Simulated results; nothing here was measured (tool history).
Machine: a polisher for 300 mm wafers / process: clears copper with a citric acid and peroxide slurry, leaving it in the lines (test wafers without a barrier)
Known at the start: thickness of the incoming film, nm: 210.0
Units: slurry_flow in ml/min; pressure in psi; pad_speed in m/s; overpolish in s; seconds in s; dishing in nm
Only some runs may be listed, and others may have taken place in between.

run    day  slurry_flow  pressure  pad_speed  slurry_solids  overpolish  seconds  dishing
  1      0          180       4.2       0.92              1          22   83.871   30.873
  2  0.208          180       3.4       0.92              1          22   104.39   26.549
  3   0.45          180       3.9       0.92              1          24   90.305   30.382
  4  0.529          180         3       0.92              1          24   114.06    25.28
  5  0.667          180         3       0.78              1          24   132.84   23.555
  6    0.9          180         3       0.56              1          24   187.56   18.061
  7  1.025          180         4        0.6              1          26   129.98   25.091
  8  1.062          180       4.6        0.6              1          27   118.75   30.873
  9    1.3          180       4.6        0.6              1          27   115.71   29.204
 10    1.4          180       5.2       0.62              1          27   99.035   32.515
       1.7  -- slurry blender recalibrated
 11    1.7          180       5.6       0.64              1          28   86.904    38.33
 12  1.754          180       5.9       0.64              1          28   81.697   39.696
 13  1.954          180       6.1       0.66              1          28    75.21   41.617

Run 14 comes next. What will it give?
 14  2.204          180       6.2       0.66              1          28        ?        ?

{"run 14": {"seconds": 76.152, "dishing": 41.818}}

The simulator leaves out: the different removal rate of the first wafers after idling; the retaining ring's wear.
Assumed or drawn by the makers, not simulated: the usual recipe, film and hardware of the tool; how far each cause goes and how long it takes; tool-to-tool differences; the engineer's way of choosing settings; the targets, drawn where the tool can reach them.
